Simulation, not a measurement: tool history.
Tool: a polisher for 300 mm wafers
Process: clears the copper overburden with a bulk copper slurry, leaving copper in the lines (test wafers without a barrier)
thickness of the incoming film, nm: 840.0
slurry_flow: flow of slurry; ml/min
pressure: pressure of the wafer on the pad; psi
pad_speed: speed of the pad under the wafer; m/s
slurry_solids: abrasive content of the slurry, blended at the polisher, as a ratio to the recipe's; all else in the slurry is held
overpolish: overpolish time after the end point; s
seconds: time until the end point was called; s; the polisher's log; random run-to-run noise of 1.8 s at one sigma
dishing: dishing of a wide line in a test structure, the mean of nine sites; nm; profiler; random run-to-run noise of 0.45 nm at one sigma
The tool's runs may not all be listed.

run 1 day=0.000 | slurry_flow=295 pressure=2.8 pad_speed=1.10 slurry_solids=1.00 overpolish=13 | seconds=81.561 dishing=77.103
run 2 day=0.104 | slurry_flow=295 pressure=2.8 pad_speed=1.20 slurry_solids=1.00 overpolish=13 | seconds=74.056 dishing=80.990
run 3 day=0.242 | slurry_flow=295 pressure=2.8 pad_speed=1.20 slurry_solids=0.90 overpolish=13 | seconds=75.207 dishing=77.757
run 4 day=0.446 | slurry_flow=370 pressure=2.8 pad_speed=1.20 slurry_solids=0.90 overpolish=13 | seconds=75.470 dishing=81.513
run 5 day=0.704 | slurry_flow=315 pressure=2.4 pad_speed=1.28 slurry_solids=0.80 overpolish=11 | seconds=85.479 dishing=65.437
run 6 day=0.758 | slurry_flow=315 pressure=2.1 pad_speed=1.28 slurry_solids=0.80 overpolish=11 | seconds=95.151 dishing=55.156
run 7 day=1.071 | slurry_flow=275 pressure=1.9 pad_speed=1.30 slurry_solids=1.00 overpolish=9 | seconds=99.473 dishing=45.861
run 8 day=1.279 | slurry_flow=190 pressure=1.3 pad_speed=1.44 slurry_solids=1.25 overpolish=4 | seconds=128.800 dishing=17.882
run 9 day=1.558 | slurry_flow=210 pressure=1.4 pad_speed=1.48 slurry_solids=1.30 overpolish=4 | seconds=111.680 dishing=19.687
run 10 day=1.717 | slurry_flow=235 pressure=1.4 pad_speed=1.48 slurry_solids=1.30 overpolish=4 | seconds=111.430 dishing=20.814
run 11 day=1.900 | slurry_flow=250 pressure=1.5 pad_speed=1.50 slurry_solids=1.35 overpolish=4 | seconds=101.610 dishing=21.853
run 12 day=2.154 | slurry_flow=250 pressure=1.8 pad_speed=1.50 slurry_solids=1.35 overpolish=5 | seconds=88.664 dishing=31.712
run 13 day=2.475 | slurry_flow=230 pressure=1.7 pad_speed=1.54 slurry_solids=1.40 overpolish=5 | seconds=88.605 dishing=30.984

Estimate the outcome of run 14 from the log above:
run 14 day=2.650 | slurry_flow=240 pressure=1.6 pad_speed=1.56 slurry_solids=1.40 overpolish=5 | seconds=? dishing=?

seconds: 93.014 s
dishing: 30.147 nm
